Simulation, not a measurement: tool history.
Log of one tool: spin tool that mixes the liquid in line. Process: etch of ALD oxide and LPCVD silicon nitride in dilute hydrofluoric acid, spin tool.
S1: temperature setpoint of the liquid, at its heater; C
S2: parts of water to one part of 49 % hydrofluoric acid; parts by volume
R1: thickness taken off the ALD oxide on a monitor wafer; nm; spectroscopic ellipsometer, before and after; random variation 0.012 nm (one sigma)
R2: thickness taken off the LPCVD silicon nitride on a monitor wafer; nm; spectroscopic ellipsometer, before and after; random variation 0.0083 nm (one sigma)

Run 1, day 0.000: S1 23.0 C, S2 205 parts by volume, time under the liquid (s) 180. Result: R1 14.9890 nm, R2 0.389990 nm.
Run 2, day 0.183: S1 23.0 C, S2 260 parts by volume, time under the liquid (s) 180. Result: R1 11.1510 nm, R2 0.314130 nm.
Run 3, day 0.208: S1 23.0 C, S2 260 parts by volume, time under the liquid (s) 230. Result: R1 14.2590 nm, R2 0.461870 nm.
Run 4, day 0.529: S1 23.0 C, S2 260 parts by volume, time under the liquid (s) 265. Result: R1 16.4940 nm, R2 0.390610 nm.
Run 5, day 0.712: S1 21.5 C, S2 290 parts by volume, time under the liquid (s) 225. Result: R1 11.5080 nm, R2 0.308640 nm.
Run 6, day 0.796: S1 18.0 C, S2 290 parts by volume, time under the liquid (s) 225. Result: R1 10.1290 nm, R2 0.285550 nm.
Run 7, day 1.104: S1 17.5 C, S2 310 parts by volume, time under the liquid (s) 190. Result: R1 7.7337 nm, R2 0.192620 nm.
Run 8, day 1.296: S1 17.5 C, S2 325 parts by volume, time under the liquid (s) 165. Result: R1 6.3460 nm, R2 0.164190 nm.
Run 9, day 1.317: S1 17.5 C, S2 335 parts by volume, time under the liquid (s) 145. Result: R1 5.3456 nm, R2 0.147770 nm.
Run 10, day 1.367: S1 17.5 C, S2 345 parts by volume, time under the liquid (s) 135. Result: R1 4.7959 nm, R2 0.108060 nm.
Run 11, day 1.571: S1 18.0 C, S2 365 parts by volume, time under the liquid (s) 100. Result: R1 3.3501 nm, R2 0.090799 nm.

Forecast run 12:
Run 12, day 1.612: S1 18.0 C, S2 360 parts by volume, time under the liquid (s) 100. Result: R1 ?, R2 ?.

{"run 12": {"R1": 3.4147, "R2": 0.092249}}
